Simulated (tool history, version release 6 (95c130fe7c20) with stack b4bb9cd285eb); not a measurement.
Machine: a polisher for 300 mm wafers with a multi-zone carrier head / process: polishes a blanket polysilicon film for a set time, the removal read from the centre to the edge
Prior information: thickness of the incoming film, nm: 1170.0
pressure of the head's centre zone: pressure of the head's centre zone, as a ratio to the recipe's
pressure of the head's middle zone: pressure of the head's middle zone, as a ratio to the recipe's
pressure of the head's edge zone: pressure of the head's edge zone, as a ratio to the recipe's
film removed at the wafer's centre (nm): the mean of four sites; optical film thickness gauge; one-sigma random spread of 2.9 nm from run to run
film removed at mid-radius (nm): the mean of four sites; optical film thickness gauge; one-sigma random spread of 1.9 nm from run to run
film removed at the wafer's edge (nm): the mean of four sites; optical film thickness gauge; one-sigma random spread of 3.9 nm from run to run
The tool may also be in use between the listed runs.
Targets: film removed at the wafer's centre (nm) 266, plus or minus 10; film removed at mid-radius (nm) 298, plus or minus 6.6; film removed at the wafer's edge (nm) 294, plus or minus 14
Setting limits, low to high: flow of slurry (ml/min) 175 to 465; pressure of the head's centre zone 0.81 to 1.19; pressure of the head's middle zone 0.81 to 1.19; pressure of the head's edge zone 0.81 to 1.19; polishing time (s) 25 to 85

run    day  flow of slurry (ml/min)  pressure of the head's centre zone  pressure of the head's middle zone  pressure of the head's edge zone  polishing time (s)  film removed at the wafer's centre (nm)  film removed at mid-radius (nm)  film removed at the wafer's edge (nm)
  1      0                      295                                   1                                   1                                 1                  55                                   357.38                           365.59                                 364.26
  2  0.221                      290                                0.97                                0.98                              0.97                  53                                   328.83                           347.89                                  343.6
  3  0.383                      290                                0.91                                0.98                              0.97                  53                                   304.39                           345.58                                  348.5
  4  0.462                      290                                0.91                                0.98                              0.97                  59                                   348.29                           380.43                                 376.27
  5  0.712                      280                                 0.9                                0.96                              0.93                  57                                    329.4                           367.33                                 364.23
  6  0.988                      280                                 0.9                                   1                              0.93                  57                                   327.56                           374.94                                 356.17
  7  1.108                      275                                 0.9                                0.98                              0.91                  55                                   315.71                           356.96                                 339.32
  8  1.362                      275                                 0.9                                0.98                              0.91                  55                                   314.16                           359.56                                 332.68
  9  1.483                      265                                0.89                                0.95                              0.89                  54                                   304.06                           338.91                                 336.79

Below are 4 possible settings for the next run. Only one of them brings all results inside the allowed miss of their targets. Which is it?
  A  1.604                      310                                0.95                                0.93                              0.85                  47                                        ?                                ?                                      ?
  B  1.604                      180                                0.94                                 0.9                              0.81                  52                                        ?                                ?                                      ?
  C  1.604                      255                                1.04                                1.11                              0.91                  43                                        ?                                ?                                      ?
  D  1.604                      430                                0.89                                0.96                              0.92                  45                                        ?                                ?                                      ?

move  film removed at the wafer's centre (nm)  film removed at mid-radius (nm)  film removed at the wafer's edge (nm)
   A                                      289                           296.56                                 289.66
   B                                   293.33                           298.47                                 298.38
   C                                   283.58                           308.66                                 268.52
   D                                   266.78                           299.42                                 293.27
A: meets the target for the result that was furthest off, but another lies outside its allowed miss
B: meets the target for the result that was furthest off, but another lies outside its allowed miss
C: gains on the last run, yet a result remains outside its allowed miss
D: all results land within tolerance of their targets
The move that meets every target is D.
